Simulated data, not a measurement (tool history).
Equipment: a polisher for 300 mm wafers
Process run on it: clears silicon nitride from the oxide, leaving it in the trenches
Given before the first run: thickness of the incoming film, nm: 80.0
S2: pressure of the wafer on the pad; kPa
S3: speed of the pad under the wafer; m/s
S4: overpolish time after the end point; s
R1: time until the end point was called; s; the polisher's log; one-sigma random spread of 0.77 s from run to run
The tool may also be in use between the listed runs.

Run 1, day 0.000: flow of slurry (ml/min) 155, S2 22.8 kPa, S3 0.96 m/s, S4 46 s. Result: R1 87.876 s.
Run 2, day 0.308: flow of slurry (ml/min) 155, S2 24.8 kPa, S3 0.96 m/s, S4 46 s. Result: R1 82.749 s.
Run 3, day 0.642: flow of slurry (ml/min) 155, S2 24.8 kPa, S3 1.08 m/s, S4 46 s. Result: R1 76.687 s.
Run 4, day 0.900: flow of slurry (ml/min) 155, S2 24.8 kPa, S3 1.08 m/s, S4 46 s. Result: R1 76.553 s.
Run 5, day 1.212: flow of slurry (ml/min) 155, S2 26.9 kPa, S3 1.10 m/s, S4 46 s. Result: R1 67.495 s.
Run 6, day 1.558: flow of slurry (ml/min) 155, S2 26.9 kPa, S3 1.34 m/s, S4 46 s. Result: R1 58.300 s.
Run 7, day 1.854: flow of slurry (ml/min) 155, S2 27.6 kPa, S3 1.34 m/s, S4 46 s. Result: R1 55.794 s.
Run 8, day 1.979: flow of slurry (ml/min) 155, S2 28.3 kPa, S3 1.34 m/s, S4 46 s. Result: R1 56.670 s.

For run 9, what comes out?
Run 9, day 2.196: flow of slurry (ml/min) 155, S2 29.0 kPa, S3 1.34 m/s, S4 46 s. Result: R1 ?.

Logged for run 9: R1 56.455 s.
